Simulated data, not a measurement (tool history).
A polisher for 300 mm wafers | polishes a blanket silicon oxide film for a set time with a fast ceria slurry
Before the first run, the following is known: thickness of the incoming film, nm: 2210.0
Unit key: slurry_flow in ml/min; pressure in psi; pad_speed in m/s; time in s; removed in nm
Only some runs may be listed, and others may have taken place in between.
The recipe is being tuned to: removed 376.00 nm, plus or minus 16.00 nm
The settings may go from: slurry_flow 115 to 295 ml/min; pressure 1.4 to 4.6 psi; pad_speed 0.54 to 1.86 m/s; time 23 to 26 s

run  hour  slurry_flow  pressure  pad_speed  time  removed
  1   0.0          190       3.0       1.18    26   506.94
  2   5.1          190       2.9       1.18    26   492.70
  3  10.4          190       2.8       1.18    26   477.35
  4  18.9          190       2.8       1.18    26   471.49
  5  25.8          190       2.7       1.18    26   455.17
  6  32.2          190       3.0       1.18    26   497.97
     38.3  -- slurry nozzle cleaned
  7  38.3          190       2.9       1.18    26   518.10
  8  44.0          190       2.8       1.18    26   491.09
  9  44.8          185       2.0       1.16    26   354.62
 10  47.5          185       2.0       1.16    26   353.89

Next run, 5 choices. One meets every target within its allowed miss, the rest don't. Which?
  A  50.2          190       2.4       1.14    26        ?
  B  50.2          255       2.0       1.18    23        ?
  C  50.2          255       2.5       0.98    26        ?
  D  50.2          170       2.2       1.14    24        ?
  E  50.2          230       1.6       1.56    26        ?

move  removed
   A   424.05
   B   335.93
   C   409.65
   D   353.55
   E   378.03
A: carries the result that was furthest off beyond its target, to the other side
B: the biggest miss grows against the last run
C: carries the result that was furthest off beyond its target, to the other side
D: no better and no worse than the last run
E: each result inside its tolerance
E is the move that brings every result within its allowed miss.
